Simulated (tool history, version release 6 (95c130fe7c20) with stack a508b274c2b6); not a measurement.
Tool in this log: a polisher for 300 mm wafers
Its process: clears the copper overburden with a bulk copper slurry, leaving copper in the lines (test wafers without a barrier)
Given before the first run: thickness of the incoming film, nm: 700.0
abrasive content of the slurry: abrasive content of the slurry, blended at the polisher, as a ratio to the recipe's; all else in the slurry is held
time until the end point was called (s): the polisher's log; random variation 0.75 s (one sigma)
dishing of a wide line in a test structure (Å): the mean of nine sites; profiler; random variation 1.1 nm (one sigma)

run,hour,flow of slurry (ml/min),pressure of the wafer on the pad (psi),speed of the pad under the wafer (cm/s),abrasive content of the slurry,overpolish time after the end point (s),time until the end point was called (s),dishing of a wide line in a test structure (Å)
1,0.0,200,2.6,122,1.00,12,70.543,738.12
2,7.2,200,2.8,124,1.00,10,64.412,691.28
3,7.9,200,2.8,124,1.00,7,62.764,519.78
4,9.1,200,3.0,124,1.00,7,60.810,556.92
5,16.9,200,3.0,124,1.15,7,60.252,563.28
6,22.0,200,3.2,124,1.15,7,55.693,591.75

Estimate the outcome of run 7 from the log above:
7,30.4,200,3.3,124,1.15,7,?,?

time until the end point was called (s): 53.397
dishing of a wide line in a test structure (Å): 625.27
